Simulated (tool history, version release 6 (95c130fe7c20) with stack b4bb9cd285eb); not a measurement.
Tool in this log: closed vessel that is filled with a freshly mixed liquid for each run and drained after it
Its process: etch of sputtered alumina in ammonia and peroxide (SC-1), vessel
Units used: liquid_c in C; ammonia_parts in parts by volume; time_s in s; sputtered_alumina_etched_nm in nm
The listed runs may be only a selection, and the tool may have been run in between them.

| run | hour | liquid_c | ammonia_parts | time_s | sputtered_alumina_etched_nm |
|---|---|---|---|---|---|
| 1 | 0 | 61 | 0.9 | 30 | 4.1787 |
| 2 | 1 | 61 | 1.1 | 30 | 4.1866 |
| 3 | 9 | 61 | 1.1 | 30 | 4.234 |
| 4 | 10.6 | 61 | 0.95 | 30 | 4.2462 |
| 5 | 15.8 | 59 | 0.95 | 30 | 3.7633 |
| 6 | 20.6 | 59 | 0.95 | 30 | 3.7264 |

Run 7, settings as shown, results not yet in. Your forecast:
| 7 | 22.4 | 51 | 0.9 | 30 | ? |

sputtered_alumina_etched_nm: 2.4505 nm
